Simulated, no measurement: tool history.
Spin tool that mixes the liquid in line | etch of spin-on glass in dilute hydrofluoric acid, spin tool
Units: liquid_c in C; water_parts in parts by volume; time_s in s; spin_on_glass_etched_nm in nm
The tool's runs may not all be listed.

run 1 hour=0.0 | liquid_c=26.0 water_parts=100 time_s=50 | spin_on_glass_etched_nm=15.067
run 2 hour=7.3 | liquid_c=24.5 water_parts=100 time_s=50 | spin_on_glass_etched_nm=14.211
run 3 hour=12.3 | liquid_c=24.5 water_parts=100 time_s=55 | spin_on_glass_etched_nm=15.710
run 4 hour=18.3 | liquid_c=24.5 water_parts=115 time_s=55 | spin_on_glass_etched_nm=13.484
run 5 hour=27.0 | liquid_c=27.5 water_parts=115 time_s=55 | spin_on_glass_etched_nm=15.018
run 6 hour=28.5 | liquid_c=31.0 water_parts=115 time_s=55 | spin_on_glass_etched_nm=16.910
run 7 hour=33.2 | liquid_c=27.0 water_parts=130 time_s=55 | spin_on_glass_etched_nm=12.953
run 8 hour=34.7 | liquid_c=25.5 water_parts=130 time_s=55 | spin_on_glass_etched_nm=12.024
run 9 hour=38.6 | liquid_c=24.5 water_parts=130 time_s=55 | spin_on_glass_etched_nm=11.720
run 10 hour=39.3 | liquid_c=23.5 water_parts=130 time_s=55 | spin_on_glass_etched_nm=11.264
run 11 hour=48.0 | liquid_c=23.0 water_parts=130 time_s=55 | spin_on_glass_etched_nm=11.041
run 12 hour=52.9 | liquid_c=23.0 water_parts=130 time_s=55 | spin_on_glass_etched_nm=10.988
run 13 hour=53.9 | liquid_c=22.5 water_parts=130 time_s=55 | spin_on_glass_etched_nm=10.770

Run 14 comes next. What will it give?
run 14 hour=54.6 | liquid_c=22.0 water_parts=130 time_s=55 | spin_on_glass_etched_nm=?

spin_on_glass_etched_nm: 10.509 nm
